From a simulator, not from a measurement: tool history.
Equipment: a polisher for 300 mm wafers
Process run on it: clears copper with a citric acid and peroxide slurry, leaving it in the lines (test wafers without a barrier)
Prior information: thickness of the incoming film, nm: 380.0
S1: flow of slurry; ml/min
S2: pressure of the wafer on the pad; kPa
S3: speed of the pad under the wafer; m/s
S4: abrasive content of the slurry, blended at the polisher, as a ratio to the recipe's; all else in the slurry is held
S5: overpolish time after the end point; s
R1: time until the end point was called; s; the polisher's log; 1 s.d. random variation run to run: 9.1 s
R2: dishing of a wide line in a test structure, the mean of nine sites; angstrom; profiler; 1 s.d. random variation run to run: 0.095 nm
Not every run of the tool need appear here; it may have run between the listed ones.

| run | hour | S1 | S2 | S3 | S4 | S5 | R1 | R2 |
|---|---|---|---|---|---|---|---|---|
| 1 | 0.0 | 235 | 15.2 | 1.42 | 1.00 | 11 | 192.00 | 164.360 |
| 2 | 7.9 | 270 | 15.2 | 1.42 | 1.00 | 11 | 197.12 | 165.300 |
| 3 | 16.8 | 270 | 13.1 | 1.18 | 0.95 | 9 | 270.12 | 100.790 |
| 4 | 25.6 | 270 | 9.7 | 1.18 | 0.95 | 9 | 348.24 | 80.623 |
|  | 30.0 | slurry blender recalibrated |
| 5 | 30.0 | 270 | 9.7 | 1.18 | 1.15 | 9 | 319.71 | 84.842 |
| 6 | 33.2 | 270 | 9.0 | 1.04 | 1.15 | 8 | 390.08 | 62.683 |
| 7 | 40.2 | 270 | 8.3 | 1.00 | 1.15 | 7 | 427.66 | 51.078 |

What will run 8 give?
| 8 | 46.8 | 270 | 7.6 | 0.98 | 1.15 | 7 | ? | ? |

{"run 8": {"R1": 457.91, "R2": 44.384}}
